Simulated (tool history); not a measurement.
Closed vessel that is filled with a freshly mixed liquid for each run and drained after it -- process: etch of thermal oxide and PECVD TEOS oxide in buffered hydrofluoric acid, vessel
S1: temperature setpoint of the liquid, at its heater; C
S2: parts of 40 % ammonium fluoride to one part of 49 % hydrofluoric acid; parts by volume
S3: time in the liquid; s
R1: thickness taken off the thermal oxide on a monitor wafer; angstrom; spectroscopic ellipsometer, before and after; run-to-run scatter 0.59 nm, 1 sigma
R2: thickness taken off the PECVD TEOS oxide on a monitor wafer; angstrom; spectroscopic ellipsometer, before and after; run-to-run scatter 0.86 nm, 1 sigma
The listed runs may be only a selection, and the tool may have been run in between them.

run  hour  S1    S2  S3      R1      R2
  1     0  25    21  60  385.13  721.87
  2   4.2  25  15.5  60  511.41  964.83
  3  11.7  25  15.5  75  647.25  1197.5
  4  17.3  25  15.5  50  435.68  799.83
  5  18.5  25  15.5  65     556    1040
  6  19.5  26  15.5  65  596.76  1092.6

Run 7 is up next; what results do you expect?
  7  26.8  26.5  15  65   ?   ?

R1: 623.13 angstrom
R2: 1165.6 angstrom
